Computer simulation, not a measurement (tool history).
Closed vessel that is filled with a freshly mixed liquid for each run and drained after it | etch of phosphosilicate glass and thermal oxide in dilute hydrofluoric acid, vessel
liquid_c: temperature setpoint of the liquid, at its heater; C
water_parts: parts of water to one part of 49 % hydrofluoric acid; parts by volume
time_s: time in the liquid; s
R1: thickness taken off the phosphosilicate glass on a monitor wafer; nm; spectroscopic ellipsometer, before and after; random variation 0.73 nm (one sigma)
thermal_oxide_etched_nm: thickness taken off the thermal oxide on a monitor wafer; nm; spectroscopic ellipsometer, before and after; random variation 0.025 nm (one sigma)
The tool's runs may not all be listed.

Run 1, hour 0: liquid_c 24 C, water_parts 120 parts by volume, time_s 60 s. Result: R1 81.714 nm, thermal_oxide_etched_nm 2.3234 nm.
Run 2, hour 5.1: liquid_c 24 C, water_parts 120 parts by volume, time_s 45 s. Result: R1 60.998 nm, thermal_oxide_etched_nm 1.7224 nm.
Run 3, hour 8.8: liquid_c 24 C, water_parts 120 parts by volume, time_s 30 s. Result: R1 40.091 nm, thermal_oxide_etched_nm 1.1502 nm.
Run 4, hour 14.2: liquid_c 25.5 C, water_parts 120 parts by volume, time_s 30 s. Result: R1 43.204 nm, thermal_oxide_etched_nm 1.2085 nm.
Run 5, hour 22.4: liquid_c 24 C, water_parts 120 parts by volume, time_s 30 s. Result: R1 41.641 nm, thermal_oxide_etched_nm 1.1554 nm.
Run 6, hour 28.1: liquid_c 26 C, water_parts 105 parts by volume, time_s 30 s. Result: R1 51.473 nm, thermal_oxide_etched_nm 1.4335 nm.
Run 7, hour 33.4: liquid_c 27.5 C, water_parts 100 parts by volume, time_s 30 s. Result: R1 58.44 nm, thermal_oxide_etched_nm 1.621 nm.
Run 8, hour 35.3: liquid_c 29 C, water_parts 100 parts by volume, time_s 30 s. Result: R1 62.283 nm, thermal_oxide_etched_nm 1.6888 nm.
Run 9, hour 37.8: liquid_c 29.5 C, water_parts 95 parts by volume, time_s 30 s. Result: R1 65.098 nm, thermal_oxide_etched_nm 1.8407 nm.

The next listed run, before its measurement:
Run 10, hour 44.1: liquid_c 30 C, water_parts 95 parts by volume, time_s 30 s. Result: R1 ?, thermal_oxide_etched_nm ?.

{"run 10": {"R1": 67.465, "thermal_oxide_etched_nm": 1.9061}}
